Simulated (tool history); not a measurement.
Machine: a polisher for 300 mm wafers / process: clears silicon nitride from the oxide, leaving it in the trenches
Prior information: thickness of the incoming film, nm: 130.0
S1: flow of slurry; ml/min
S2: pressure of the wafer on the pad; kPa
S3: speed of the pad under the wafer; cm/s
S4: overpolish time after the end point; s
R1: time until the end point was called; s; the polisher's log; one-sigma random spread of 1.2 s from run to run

run 1 day=0 | S1=280 S2=16.5 S3=128 S4=25 | R1=153.95
run 2 day=0.133 | S1=280 S2=16.5 S3=104 S4=25 | R1=189.09
run 3 day=0.296 | S1=280 S2=18.6 S3=104 S4=25 | R1=175.93
run 4 day=0.479 | S1=280 S2=20.7 S3=116 S4=25 | R1=149.19
run 5 day=0.604 | S1=280 S2=20.7 S3=116 S4=26 | R1=147.4
run 6 day=0.8 | S1=280 S2=23.4 S3=116 S4=26 | R1=133.47
run 7 day=0.971 | S1=280 S2=24.1 S3=126 S4=26 | R1=118.03

What will run 8 give?
run 8 day=1.233 | S1=285 S2=25.5 S3=152 S4=26 | R1=?

{"run 8": {"R1": 95.574}}
